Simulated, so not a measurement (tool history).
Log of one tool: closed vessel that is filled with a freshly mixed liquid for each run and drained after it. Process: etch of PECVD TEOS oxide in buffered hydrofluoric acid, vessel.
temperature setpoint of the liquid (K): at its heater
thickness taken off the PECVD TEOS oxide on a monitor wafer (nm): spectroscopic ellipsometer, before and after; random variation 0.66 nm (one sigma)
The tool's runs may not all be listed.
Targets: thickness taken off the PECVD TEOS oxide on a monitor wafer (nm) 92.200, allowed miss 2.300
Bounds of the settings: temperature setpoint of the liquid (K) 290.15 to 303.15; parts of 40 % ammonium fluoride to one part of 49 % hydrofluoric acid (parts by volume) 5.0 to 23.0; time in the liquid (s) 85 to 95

run    day  temperature setpoint of the liquid (K)  parts of 40 % ammonium fluoride to one part of 49 % hydrofluoric acid (parts by volume)  time in the liquid (s)  thickness taken off the PECVD TEOS oxide on a monitor wafer (nm)
  1  0.000                                  295.15                                                                                     14.0                      85                                                           110.490
  2  0.129                                  295.15                                                                                     14.0                      85                                                           110.740
  3  0.350                                  294.65                                                                                     14.0                      85                                                           107.280
  4  0.721                                  294.15                                                                                     14.0                      85                                                           105.790
  5  0.883                                  293.65                                                                                     14.0                      85                                                           100.670
  6  1.021                                  293.65                                                                                     17.5                      85                                                            82.863
  7  1.362                                  294.15                                                                                     17.5                      85                                                            83.679
  8  1.396                                  294.65                                                                                     17.5                      85                                                            87.263
  9  1.446                                  295.15                                                                                     17.5                      85                                                            89.213

4 next moves are on the table. One of them brings every result within its allowed miss. Which?
  A  1.496                                  295.15                                                                                     18.0                      85                                                                 ?
  B  1.496                                  294.15                                                                                     17.5                      85                                                                 ?
  C  1.496                                  290.65                                                                                     16.0                      95                                                                 ?
  D  1.496                                  296.65                                                                                     18.5                      85                                                                 ?

move  thickness taken off the PECVD TEOS oxide on a monitor wafer (nm)
   A                                                            87.366
   B                                                            84.972
   C                                                            85.164
   D                                                            92.369
A: further off than the last run
B: further off than the last run
C: further off than the last run
D: meets every target
Move D is the one to make.

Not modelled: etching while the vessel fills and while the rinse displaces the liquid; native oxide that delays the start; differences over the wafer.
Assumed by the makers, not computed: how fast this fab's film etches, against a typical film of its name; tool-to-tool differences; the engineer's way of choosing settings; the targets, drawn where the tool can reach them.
